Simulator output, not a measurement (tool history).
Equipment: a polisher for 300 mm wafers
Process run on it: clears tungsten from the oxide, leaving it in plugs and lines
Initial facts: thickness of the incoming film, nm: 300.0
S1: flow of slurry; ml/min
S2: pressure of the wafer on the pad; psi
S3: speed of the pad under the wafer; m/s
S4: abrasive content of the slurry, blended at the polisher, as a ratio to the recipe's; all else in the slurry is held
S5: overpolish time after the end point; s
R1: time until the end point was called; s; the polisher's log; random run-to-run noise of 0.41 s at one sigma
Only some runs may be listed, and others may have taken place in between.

run,hour,S1,S2,S3,S4,S5,R1
1,0,235,2.3,1.08,1,4,102.68
2,4.5,195,2.3,1.08,1,4,104.59
3,6.4,195,2.3,1.18,1,4,97.046
4,13.2,205,2.6,1.2,1,4,85.354
5,14.8,205,2.6,1.2,1,3,84.983
6,20.5,210,2.8,1.24,1,3,77.012

Run 7 has not been measured yet. What should we expect?
7,29.3,210,3.4,1.46,1,3,?

{"run 7": {"R1": 55.969}}
